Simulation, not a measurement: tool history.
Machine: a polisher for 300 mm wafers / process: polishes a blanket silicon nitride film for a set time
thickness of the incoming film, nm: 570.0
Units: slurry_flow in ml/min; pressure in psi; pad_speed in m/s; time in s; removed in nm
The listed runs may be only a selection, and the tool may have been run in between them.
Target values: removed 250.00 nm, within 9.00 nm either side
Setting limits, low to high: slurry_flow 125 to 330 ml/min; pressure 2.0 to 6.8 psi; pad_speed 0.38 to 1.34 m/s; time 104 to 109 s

run,hour,slurry_flow,pressure,pad_speed,time,removed
1,0.0,210,4.4,0.86,104,176.10
2,7.3,210,4.4,0.86,109,185.21
3,10.5,210,4.4,0.86,104,173.38
4,11.8,210,3.4,0.86,104,140.06
5,18.7,170,3.4,0.86,104,135.61
6,25.8,170,3.4,0.86,109,139.01
7,32.4,190,3.9,0.86,109,164.23
8,35.3,200,4.3,0.86,109,180.24
9,36.6,210,4.6,0.86,109,194.69
10,40.3,220,4.8,0.86,109,199.69
11,41.6,220,5.0,0.86,109,205.46
12,47.1,225,5.2,0.86,109,220.82
13,55.1,230,5.3,0.86,109,221.24
14,57.5,230,5.4,0.86,109,224.03
15,60.3,230,5.5,0.86,109,230.11
16,63.4,235,5.6,0.86,109,234.80
17,72.1,235,5.7,0.86,109,242.26

Of the 5 settings listed for the next run, only one would bring every result within its allowed miss of target. Which one?
A,80.8,190,5.9,0.96,104,?
B,80.8,220,5.6,0.84,107,?
C,80.8,215,6.5,0.74,104,?
D,80.8,195,6.0,0.76,109,?
E,80.8,245,5.4,0.80,109,?

move,removed
A,251.83
B,226.86
C,230.94
D,225.90
E,217.71
A: each result inside its tolerance
B: lands further from the targets than the last run did
C: lands further from the targets than the last run did
D: lands further from the targets than the last run did
E: lands further from the targets than the last run did
Go with A: it meets all targets.
